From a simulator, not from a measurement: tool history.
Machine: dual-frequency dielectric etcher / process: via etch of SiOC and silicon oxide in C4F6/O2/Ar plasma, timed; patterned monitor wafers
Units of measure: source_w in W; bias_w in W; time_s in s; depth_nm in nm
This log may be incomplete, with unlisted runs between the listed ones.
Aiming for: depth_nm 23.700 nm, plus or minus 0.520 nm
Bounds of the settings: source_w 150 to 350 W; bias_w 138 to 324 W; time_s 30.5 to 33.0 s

run,hour,source_w,bias_w,time_s,depth_nm
1,0.0,250,231,33.0,30.756
2,4.1,250,231,30.5,28.408
3,9.0,250,231,33.0,30.848
4,10.9,280,231,33.0,32.077
5,15.4,280,231,33.0,31.769
6,17.2,280,273,33.0,34.207
7,19.9,230,227,31.0,28.025
8,25.7,220,220,31.0,27.171

Pick the move, out of 5, that brings all results within their allowed miss; only one does.
A,31.5,190,263,32.5,?
B,31.5,190,187,30.5,?
C,31.5,250,264,31.0,?
D,31.5,220,178,30.5,?
E,31.5,240,239,32.5,?

move,depth_nm
A,28.850
B,23.636
C,30.215
D,24.369
E,30.032
A: further off than the last run
B: all results in spec
C: further off than the last run
D: moves toward the targets from the last run without getting all of them in spec
E: further off than the last run
Move B is the one to make.

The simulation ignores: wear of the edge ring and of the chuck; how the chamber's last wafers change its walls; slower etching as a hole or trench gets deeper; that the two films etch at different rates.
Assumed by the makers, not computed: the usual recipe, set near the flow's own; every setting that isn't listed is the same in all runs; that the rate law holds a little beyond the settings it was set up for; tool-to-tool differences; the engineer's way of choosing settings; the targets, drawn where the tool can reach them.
